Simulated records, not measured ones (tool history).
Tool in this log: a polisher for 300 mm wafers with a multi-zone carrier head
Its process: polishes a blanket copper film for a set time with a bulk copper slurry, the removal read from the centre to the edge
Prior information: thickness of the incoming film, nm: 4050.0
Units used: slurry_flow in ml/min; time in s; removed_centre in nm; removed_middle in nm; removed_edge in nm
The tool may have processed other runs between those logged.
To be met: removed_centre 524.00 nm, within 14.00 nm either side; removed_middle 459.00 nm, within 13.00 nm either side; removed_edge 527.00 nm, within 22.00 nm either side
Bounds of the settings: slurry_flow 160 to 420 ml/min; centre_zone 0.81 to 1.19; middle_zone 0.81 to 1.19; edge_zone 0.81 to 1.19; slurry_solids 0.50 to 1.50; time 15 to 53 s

Run 1, day 0.000: slurry_flow 270 ml/min, centre_zone 1.00, middle_zone 1.00, edge_zone 1.00, slurry_solids 1.00, time 34 s. Result: removed_centre 429.66 nm, removed_middle 446.00 nm, removed_edge 441.14 nm.
Run 2, day 0.054: slurry_flow 235 ml/min, centre_zone 1.00, middle_zone 1.00, edge_zone 1.00, slurry_solids 1.00, time 34 s. Result: removed_centre 418.31 nm, removed_middle 445.09 nm, removed_edge 433.46 nm.
Run 3, day 0.317: slurry_flow 270 ml/min, centre_zone 1.03, middle_zone 0.99, edge_zone 1.06, slurry_solids 1.05, time 34 s. Result: removed_centre 451.87 nm, removed_middle 461.71 nm, removed_edge 451.75 nm.
Run 4, day 0.492: slurry_flow 270 ml/min, centre_zone 1.03, middle_zone 0.99, edge_zone 1.02, slurry_solids 1.05, time 34 s. Result: removed_centre 448.42 nm, removed_middle 446.81 nm, removed_edge 454.08 nm.
Run 5, day 0.583: slurry_flow 270 ml/min, centre_zone 1.03, middle_zone 0.99, edge_zone 1.02, slurry_solids 0.85, time 34 s. Result: removed_centre 423.76 nm, removed_middle 428.03 nm, removed_edge 423.29 nm.
Run 6, day 0.838: slurry_flow 295 ml/min, centre_zone 1.04, middle_zone 0.95, edge_zone 1.06, slurry_solids 1.00, time 34 s. Result: removed_centre 442.72 nm, removed_middle 446.54 nm, removed_edge 459.39 nm.
Run 7, day 0.971: slurry_flow 315 ml/min, centre_zone 1.08, middle_zone 0.92, edge_zone 1.08, slurry_solids 1.05, time 34 s. Result: removed_centre 478.88 nm, removed_middle 438.39 nm, removed_edge 460.49 nm.
Run 8, day 1.142: slurry_flow 325 ml/min, centre_zone 1.08, middle_zone 0.89, edge_zone 1.11, slurry_solids 1.15, time 34 s. Result: removed_centre 489.24 nm, removed_middle 441.65 nm, removed_edge 491.16 nm.
Run 9, day 1.250: slurry_flow 335 ml/min, centre_zone 1.09, middle_zone 0.89, edge_zone 1.13, slurry_solids 1.20, time 34 s. Result: removed_centre 510.36 nm, removed_middle 450.16 nm, removed_edge 488.85 nm.
Run 10, day 1.454: slurry_flow 335 ml/min, centre_zone 1.09, middle_zone 0.89, edge_zone 1.13, slurry_solids 1.20, time 34 s. Result: removed_centre 507.95 nm, removed_middle 447.66 nm, removed_edge 507.74 nm.
Run 11, day 1.621: slurry_flow 345 ml/min, centre_zone 1.09, middle_zone 0.89, edge_zone 1.14, slurry_solids 1.20, time 34 s. Result: removed_centre 503.67 nm, removed_middle 450.05 nm, removed_edge 509.06 nm.

4 candidate next runs follow, results not yet known. Just one meets every target within its allowed miss. Identify it.
Run A, day 1.788: slurry_flow 305 ml/min, centre_zone 1.07, middle_zone 0.84, edge_zone 1.08, slurry_solids 1.05, time 38 s. Result: removed_centre ?, removed_middle ?, removed_edge ?.
Run B, day 1.788: slurry_flow 360 ml/min, centre_zone 1.03, middle_zone 0.91, edge_zone 1.14, slurry_solids 1.05, time 36 s. Result: removed_centre ?, removed_middle ?, removed_edge ?.
Run C, day 1.788: slurry_flow 360 ml/min, centre_zone 1.17, middle_zone 0.86, edge_zone 1.17, slurry_solids 1.20, time 35 s. Result: removed_centre ?, removed_middle ?, removed_edge ?.
Run D, day 1.788: slurry_flow 400 ml/min, centre_zone 1.13, middle_zone 0.90, edge_zone 1.18, slurry_solids 1.25, time 31 s. Result: removed_centre ?, removed_middle ?, removed_edge ?.

move  removed_centre  removed_middle  removed_edge
   A          522.42          463.90        530.32
   B          484.61          472.58        522.17
   C          557.23          458.54        535.37
   D          486.74          428.17        484.87
A: all results in spec
B: lands further from the targets than the last run did
C: takes the biggest miss from the last run beyond its target
D: lands further from the targets than the last run did
The move that meets every target is A.

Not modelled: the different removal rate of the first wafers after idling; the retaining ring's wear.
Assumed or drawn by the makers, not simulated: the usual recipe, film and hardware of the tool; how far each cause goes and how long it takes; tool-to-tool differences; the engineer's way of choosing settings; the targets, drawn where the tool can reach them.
